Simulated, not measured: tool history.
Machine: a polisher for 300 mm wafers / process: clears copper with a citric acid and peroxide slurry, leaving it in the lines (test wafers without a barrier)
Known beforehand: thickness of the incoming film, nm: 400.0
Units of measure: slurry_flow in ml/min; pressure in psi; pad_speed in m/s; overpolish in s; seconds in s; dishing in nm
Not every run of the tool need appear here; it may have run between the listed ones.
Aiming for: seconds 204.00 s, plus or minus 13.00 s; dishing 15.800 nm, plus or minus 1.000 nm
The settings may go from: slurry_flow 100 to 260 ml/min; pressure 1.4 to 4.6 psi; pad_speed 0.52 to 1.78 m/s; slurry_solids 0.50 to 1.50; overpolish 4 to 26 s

run,hour,slurry_flow,pressure,pad_speed,slurry_solids,overpolish,seconds,dishing
1,0.0,165,3.0,1.14,1.00,13,124.45,21.650
2,5.4,165,2.7,1.12,1.00,13,136.18,20.070
3,12.2,165,2.7,1.12,1.20,13,127.01,21.020
4,14.3,165,2.5,1.10,1.20,13,136.77,19.643
5,18.8,165,2.8,1.10,1.20,13,127.34,21.218
6,23.2,165,2.5,1.08,1.20,13,139.38,19.507
7,24.9,165,2.3,1.06,1.20,13,151.27,18.734
8,33.8,165,2.1,1.06,1.20,13,157.22,17.646
9,35.6,165,2.0,1.04,1.20,13,172.72,16.466

5 candidate next runs follow, results not yet known. Just one meets every target within its allowed miss. Identify it.
A,37.4,220,2.4,1.04,1.15,10,?,?
B,37.4,155,2.0,1.24,1.05,11,?,?
C,37.4,155,1.9,1.16,1.15,14,?,?
D,37.4,195,1.4,1.06,1.35,14,?,?
E,37.4,150,2.1,1.34,1.15,9,?,?

move,seconds,dishing
A,146.75,15.572
B,152.35,16.170
C,164.25,18.145
D,201.25,15.635
E,134.12,15.337
A: its largest miss is bigger than the last run's
B: its largest miss is bigger than the last run's
C: its largest miss is bigger than the last run's
D: hits every target within its allowed miss
E: its largest miss is bigger than the last run's
The move that meets every target is D.
